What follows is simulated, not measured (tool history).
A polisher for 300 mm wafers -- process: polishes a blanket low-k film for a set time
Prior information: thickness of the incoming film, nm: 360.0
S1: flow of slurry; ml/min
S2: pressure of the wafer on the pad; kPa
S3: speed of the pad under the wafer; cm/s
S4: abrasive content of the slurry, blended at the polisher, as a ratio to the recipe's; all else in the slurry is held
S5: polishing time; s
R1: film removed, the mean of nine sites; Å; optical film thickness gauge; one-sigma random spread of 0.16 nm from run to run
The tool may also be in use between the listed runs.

run  hour   S1    S2  S3    S4  S5      R1
  1   0.0  190  12.4  82  1.00  45  157.74
  2   5.2  190  12.4  82  0.95  45  152.33
  3   6.4  190  12.4  82  0.85  45  145.05
  4   7.6  195  13.8  82  0.85  45  157.48
  5  14.7  195  15.9  82  0.85  45  169.93
  6  21.4  200  16.5  82  0.85  45  176.41

Estimate the outcome of run 7 from the log above:
  7  25.4  200  17.2  82  0.85  45   ?

{"run 7": {"R1": 185.13}}
